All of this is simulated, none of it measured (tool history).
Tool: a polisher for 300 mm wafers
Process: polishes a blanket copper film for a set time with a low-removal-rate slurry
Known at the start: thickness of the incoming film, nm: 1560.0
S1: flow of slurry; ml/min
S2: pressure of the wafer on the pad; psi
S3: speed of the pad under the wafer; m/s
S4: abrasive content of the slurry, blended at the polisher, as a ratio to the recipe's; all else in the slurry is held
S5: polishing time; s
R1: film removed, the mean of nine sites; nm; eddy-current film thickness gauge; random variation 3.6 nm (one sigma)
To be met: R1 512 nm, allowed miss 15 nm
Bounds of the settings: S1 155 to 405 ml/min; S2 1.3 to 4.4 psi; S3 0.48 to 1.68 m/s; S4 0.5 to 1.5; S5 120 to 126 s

| run | hour | S1 | S2 | S3 | S4 | S5 | R1 |
|---|---|---|---|---|---|---|---|
| 1 | 0 | 260 | 2.8 | 1.08 | 1 | 120 | 389.06 |
| 2 | 5.5 | 205 | 2.8 | 1.08 | 1 | 120 | 377.34 |
| 3 | 6.7 | 205 | 3.3 | 1.08 | 1 | 120 | 447.29 |
| 4 | 9.2 | 205 | 3.3 | 1.08 | 0.9 | 120 | 436.6 |
| 5 | 17.9 | 215 | 3.4 | 1.08 | 0.9 | 120 | 447.41 |
| 6 | 22 | 220 | 3.5 | 1.08 | 0.9 | 120 | 461.13 |
| 7 | 23 | 220 | 3.6 | 1.08 | 0.9 | 120 | 482.96 |
| 8 | 27.6 | 225 | 3.6 | 1.08 | 0.9 | 120 | 484.12 |
| 9 | 31.2 | 225 | 3.6 | 1.08 | 0.9 | 120 | 479.45 |
| 10 | 31.8 | 225 | 3.7 | 1.08 | 0.9 | 120 | 498.35 |

5 next moves are on the table. One of them brings every result within its allowed miss. Which?
| A | 32.4 | 230 | 4.2 | 0.86 | 0.95 | 125 | ? |
| B | 32.4 | 255 | 3.9 | 0.96 | 0.85 | 124 | ? |
| C | 32.4 | 220 | 3.4 | 1.14 | 0.85 | 121 | ? |
| D | 32.4 | 195 | 4 | 1 | 0.6 | 126 | ? |
| E | 32.4 | 160 | 3.5 | 1.14 | 1.05 | 126 | ? |

| move | R1 |
|---|---|
| A | 477.89 |
| B | 483.42 |
| C | 479.94 |
| D | 471.93 |
| E | 517.86 |
A: further off than the last run
B: further off than the last run
C: further off than the last run
D: further off than the last run
E: meets every target
Answer: E
